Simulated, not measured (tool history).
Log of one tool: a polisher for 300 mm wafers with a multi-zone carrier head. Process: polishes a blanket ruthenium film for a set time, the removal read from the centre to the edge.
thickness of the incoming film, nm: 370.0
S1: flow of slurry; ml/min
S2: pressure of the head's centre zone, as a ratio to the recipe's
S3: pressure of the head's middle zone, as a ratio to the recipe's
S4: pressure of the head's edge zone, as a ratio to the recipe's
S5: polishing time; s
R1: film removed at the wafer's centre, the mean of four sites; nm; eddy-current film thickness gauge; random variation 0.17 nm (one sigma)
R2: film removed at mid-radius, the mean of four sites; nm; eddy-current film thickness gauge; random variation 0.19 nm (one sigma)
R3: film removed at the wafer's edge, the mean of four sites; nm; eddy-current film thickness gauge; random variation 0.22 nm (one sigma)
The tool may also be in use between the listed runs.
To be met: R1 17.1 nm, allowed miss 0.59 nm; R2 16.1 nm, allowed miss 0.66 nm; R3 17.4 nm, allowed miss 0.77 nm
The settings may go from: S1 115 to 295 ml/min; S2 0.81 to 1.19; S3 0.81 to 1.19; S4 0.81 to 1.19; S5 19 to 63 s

run	hour	S1	S2	S3	S4	S5	R1	R2	R3
1	0	190	1	1	1	41	28.567	28.821	30.695
2	9	185	1	0.98	0.97	35	24.373	24.574	25.508
3	15.1	185	1	0.98	0.97	41	28.398	28.596	29.903
4	22.4	180	1	0.94	0.96	36	24.709	24.104	26.091
# hour 28.6: centre zone pressure recalibrated
5	28.6	175	1	0.92	0.93	32	22.588	21.263	22.809
6	31	175	1	0.98	0.93	32	23.062	22.002	23.213
7	37.4	175	0.98	0.95	0.91	29	20.693	19.852	20.434
8	43.7	165	0.96	0.91	0.9	28	19.544	18.463	20.279

4 next moves are on the table. One of them brings every result within its allowed miss. Which?
A	50	170	0.81	1	1.03	32	?	?	?
B	50	135	0.98	0.81	0.96	27	?	?	?
C	50	150	0.97	0.9	0.91	25	?	?	?
D	50	265	1.09	1.12	0.85	23	?	?	?

move	R1	R2	R3
A	19.617	22.443	24.529
B	18.324	16.066	19.735
C	17.046	16.114	17.933
D	18.039	18.172	16.572
A: further off than the last run
B: nearer than the last run, and not there yet
C: meets every target
D: nearer than the last run, and not there yet
Answer: C

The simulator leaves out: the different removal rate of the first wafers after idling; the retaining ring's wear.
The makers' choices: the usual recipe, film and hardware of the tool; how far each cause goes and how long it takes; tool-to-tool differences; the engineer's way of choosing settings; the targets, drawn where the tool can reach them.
